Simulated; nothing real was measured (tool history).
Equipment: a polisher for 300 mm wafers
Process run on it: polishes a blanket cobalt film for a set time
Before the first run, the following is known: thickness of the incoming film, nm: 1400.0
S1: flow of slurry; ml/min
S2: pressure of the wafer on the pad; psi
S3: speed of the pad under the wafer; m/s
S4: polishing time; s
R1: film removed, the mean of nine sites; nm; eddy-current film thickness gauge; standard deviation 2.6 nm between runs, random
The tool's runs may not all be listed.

{"run": 1, "hour": 0.0, "S1": 310, "S2": 2.4, "S3": 1.16, "S4": 61, "R1": 362.69}
{"run": 2, "hour": 6.7, "S1": 310, "S2": 2.1, "S3": 1.14, "S4": 61, "R1": 315.33}
{"run": 3, "hour": 7.5, "S1": 310, "S2": 1.9, "S3": 1.14, "S4": 61, "R1": 281.18}
{"run": 4, "hour": 11.1, "S1": 310, "S2": 1.8, "S3": 1.14, "S4": 61, "R1": 266.71}
{"run": 5, "hour": 20.0, "S1": 310, "S2": 1.7, "S3": 1.14, "S4": 61, "R1": 248.76}
{"run": 6, "hour": 24.9, "S1": 310, "S2": 2, "S3": 1.14, "S4": 61, "R1": 299.21}

Estimate the outcome of run 7 from the log above:
{"run": 7, "hour": 32.6, "S1": 310, "S2": 1.9, "S3": 1.14, "S4": 61, "R1": "?"}

R1: 276.96 nm
